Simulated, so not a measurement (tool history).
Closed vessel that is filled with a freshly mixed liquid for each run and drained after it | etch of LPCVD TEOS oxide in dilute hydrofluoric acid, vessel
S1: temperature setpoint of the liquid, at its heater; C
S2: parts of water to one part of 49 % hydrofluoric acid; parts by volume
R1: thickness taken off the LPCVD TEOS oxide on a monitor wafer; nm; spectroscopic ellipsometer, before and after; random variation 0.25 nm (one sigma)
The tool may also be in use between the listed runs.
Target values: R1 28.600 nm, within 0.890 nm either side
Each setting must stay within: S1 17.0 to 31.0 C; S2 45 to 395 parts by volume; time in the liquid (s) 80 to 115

{"run": 1, "hour": 0.0, "S1": 23.0, "S2": 220, "time in the liquid (s)": 115, "R1": 14.509}
{"run": 2, "hour": 1.5, "S1": 24.5, "S2": 205, "time in the liquid (s)": 115, "R1": 16.452}
{"run": 3, "hour": 6.0, "S1": 24.5, "S2": 280, "time in the liquid (s)": 115, "R1": 11.361}
{"run": 4, "hour": 13.9, "S1": 25.5, "S2": 255, "time in the liquid (s)": 115, "R1": 13.35}
{"run": 5, "hour": 21.3, "S1": 26.5, "S2": 235, "time in the liquid (s)": 115, "R1": 15.1}
{"run": 6, "hour": 24.3, "S1": 27.5, "S2": 215, "time in the liquid (s)": 115, "R1": 17.708}
{"run": 7, "hour": 31.6, "S1": 28.0, "S2": 200, "time in the liquid (s)": 115, "R1": 19.477}
{"run": 8, "hour": 35.8, "S1": 28.5, "S2": 190, "time in the liquid (s)": 115, "R1": 21.604}
{"run": 9, "hour": 44.5, "S1": 29.0, "S2": 185, "time in the liquid (s)": 115, "R1": 22.52}
{"run": 10, "hour": 50.3, "S1": 29.0, "S2": 185, "time in the liquid (s)": 115, "R1": 22.67}
{"run": 11, "hour": 54.6, "S1": 31.0, "S2": 150, "time in the liquid (s)": 115, "R1": 30.893}
{"run": 12, "hour": 59.2, "S1": 30.5, "S2": 150, "time in the liquid (s)": 115, "R1": 30.483}
{"run": 13, "hour": 68.5, "S1": 30.0, "S2": 150, "time in the liquid (s)": 115, "R1": 29.736}

Which one of the following 5 next-run settings gets every result inside its allowed miss? There is exactly one.
{"run": "A", "hour": 77.8, "S1": 28.5, "S2": 155, "time in the liquid (s)": 115, "R1": "?"}
{"run": "B", "hour": 77.8, "S1": 31.0, "S2": 150, "time in the liquid (s)": 115, "R1": "?"}
{"run": "C", "hour": 77.8, "S1": 26.0, "S2": 145, "time in the liquid (s)": 115, "R1": "?"}
{"run": "D", "hour": 77.8, "S1": 29.5, "S2": 140, "time in the liquid (s)": 115, "R1": "?"}
{"run": "E", "hour": 77.8, "S1": 31.0, "S2": 160, "time in the liquid (s)": 115, "R1": "?"}

move=A R1=26.999
move=B R1=30.722
move=C R1=26.638
move=D R1=31.603
move=E R1=28.422
A: the result that was furthest off in the last run now lies on the other side of its target
B: misses by more than the last run did
C: the result that was furthest off in the last run now lies on the other side of its target
D: misses by more than the last run did
E: meets every target
Correct choice: E, which meets every target
